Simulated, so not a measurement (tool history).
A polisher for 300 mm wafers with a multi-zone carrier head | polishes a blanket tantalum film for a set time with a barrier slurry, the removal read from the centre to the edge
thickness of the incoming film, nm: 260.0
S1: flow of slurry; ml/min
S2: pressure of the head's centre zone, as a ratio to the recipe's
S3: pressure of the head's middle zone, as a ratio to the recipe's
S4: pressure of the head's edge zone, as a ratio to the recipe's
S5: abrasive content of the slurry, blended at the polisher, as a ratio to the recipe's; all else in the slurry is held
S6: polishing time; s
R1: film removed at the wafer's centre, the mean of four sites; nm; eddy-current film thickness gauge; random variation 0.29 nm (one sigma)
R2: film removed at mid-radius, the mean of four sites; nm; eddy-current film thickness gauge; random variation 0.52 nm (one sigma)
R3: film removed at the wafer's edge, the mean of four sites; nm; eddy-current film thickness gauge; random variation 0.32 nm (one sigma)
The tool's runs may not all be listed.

Run 1, hour 0: S1 235 ml/min, S2 1, S3 1, S4 1, S5 1, S6 89 s. Result: R1 64.521 nm, R2 65.201 nm, R3 64.477 nm.
Run 2, hour 3.5: S1 235 ml/min, S2 1, S3 0.95, S4 1, S5 1, S6 89 s. Result: R1 65.27 nm, R2 61.472 nm, R3 64.346 nm.
Run 3, hour 8.9: S1 235 ml/min, S2 1, S3 0.95, S4 1, S5 1.1, S6 89 s. Result: R1 67.09 nm, R2 63.016 nm, R3 66.079 nm.
Run 4, hour 11.8: S1 235 ml/min, S2 1, S3 0.89, S4 1, S5 1.1, S6 89 s. Result: R1 66.711 nm, R2 59.246 nm, R3 66.382 nm.
Run 5, hour 19.3: S1 230 ml/min, S2 0.98, S3 0.91, S4 0.98, S5 1, S6 89 s. Result: R1 63.153 nm, R2 60.164 nm, R3 64.394 nm.
Run 6, hour 26.9: S1 230 ml/min, S2 0.98, S3 0.91, S4 0.98, S5 1.2, S6 89 s. Result: R1 66.5 nm, R2 61.937 nm, R3 65.591 nm.

The next listed run, before its measurement:
Run 7, hour 30.3: S1 215 ml/min, S2 0.88, S3 1.01, S4 0.88, S5 0.95, S6 74 s. Result: R1 ?, R2 ?, R3 ?.

R1: 46.842 nm
R2: 53.463 nm
R3: 49.731 nm
